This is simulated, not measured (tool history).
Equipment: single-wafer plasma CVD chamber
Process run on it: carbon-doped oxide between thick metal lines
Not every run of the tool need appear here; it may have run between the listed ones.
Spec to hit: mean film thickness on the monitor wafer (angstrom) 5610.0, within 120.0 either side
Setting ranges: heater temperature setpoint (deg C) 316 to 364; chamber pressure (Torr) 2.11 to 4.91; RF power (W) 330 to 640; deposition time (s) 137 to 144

run	hour	heater temperature setpoint (deg C)	chamber pressure (Torr)	RF power (W)	deposition time (s)	mean film thickness on the monitor wafer (angstrom)
1	0.0	340	3.51	485	144	6277.1
2	7.9	342	3.36	470	144	6042.6
3	10.3	344	3.24	465	144	5934.5
4	16.9	344	3.24	495	144	6233.3
5	25.1	346	3.10	485	144	6060.2
6	27.4	348	2.98	480	144	5968.3
7	30.8	354	2.59	445	143	5431.9
8	32.3	353	2.64	445	143	5447.7
9	38.3	352	2.69	445	143	5457.6

Below are 4 possible settings for the next run. Only one of them brings all results inside the allowed miss of their targets. Which is it?
A	44.3	341	2.26	410	144	?
B	44.3	354	3.12	485	137	?
C	44.3	352	2.11	445	137	?
D	44.3	347	3.32	425	141	?

move	mean film thickness on the monitor wafer (angstrom)
A	5256.5
B	5647.7
C	5161.5
D	5363.2
A: its largest miss is bigger than the last run's
B: all results land within tolerance of their targets
C: its largest miss is bigger than the last run's
D: its largest miss is bigger than the last run's
Go with B: it meets all targets.
